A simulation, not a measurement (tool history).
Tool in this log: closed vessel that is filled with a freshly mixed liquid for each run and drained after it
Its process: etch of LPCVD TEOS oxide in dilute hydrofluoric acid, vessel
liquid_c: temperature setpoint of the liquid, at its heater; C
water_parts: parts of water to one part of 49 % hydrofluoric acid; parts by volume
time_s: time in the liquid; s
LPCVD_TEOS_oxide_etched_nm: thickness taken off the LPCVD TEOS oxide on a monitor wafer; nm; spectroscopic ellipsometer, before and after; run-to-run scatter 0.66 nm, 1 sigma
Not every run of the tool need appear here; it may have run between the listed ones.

{"run": 1, "hour": 0.0, "liquid_c": 22.0, "water_parts": 250, "time_s": 195, "LPCVD_TEOS_oxide_etched_nm": 33.967}
{"run": 2, "hour": 6.8, "liquid_c": 20.0, "water_parts": 250, "time_s": 195, "LPCVD_TEOS_oxide_etched_nm": 31.722}
{"run": 3, "hour": 8.4, "liquid_c": 23.0, "water_parts": 210, "time_s": 195, "LPCVD_TEOS_oxide_etched_nm": 44.069}
{"run": 4, "hour": 14.9, "liquid_c": 23.0, "water_parts": 210, "time_s": 205, "LPCVD_TEOS_oxide_etched_nm": 46.066}
{"run": 5, "hour": 17.1, "liquid_c": 23.0, "water_parts": 210, "time_s": 195, "LPCVD_TEOS_oxide_etched_nm": 43.628}
{"run": 6, "hour": 18.6, "liquid_c": 23.0, "water_parts": 210, "time_s": 195, "LPCVD_TEOS_oxide_etched_nm": 43.269}
{"run": 7, "hour": 21.1, "liquid_c": 25.0, "water_parts": 185, "time_s": 195, "LPCVD_TEOS_oxide_etched_nm": 55.46}
{"run": 8, "hour": 27.0, "liquid_c": 26.5, "water_parts": 180, "time_s": 195, "LPCVD_TEOS_oxide_etched_nm": 59.535}

Expected results for the next run?
{"run": 9, "hour": 31.7, "liquid_c": 27.5, "water_parts": 170, "time_s": 195, "LPCVD_TEOS_oxide_etched_nm": "?"}

Run 9 gave LPCVD_TEOS_oxide_etched_nm 66.777 nm.
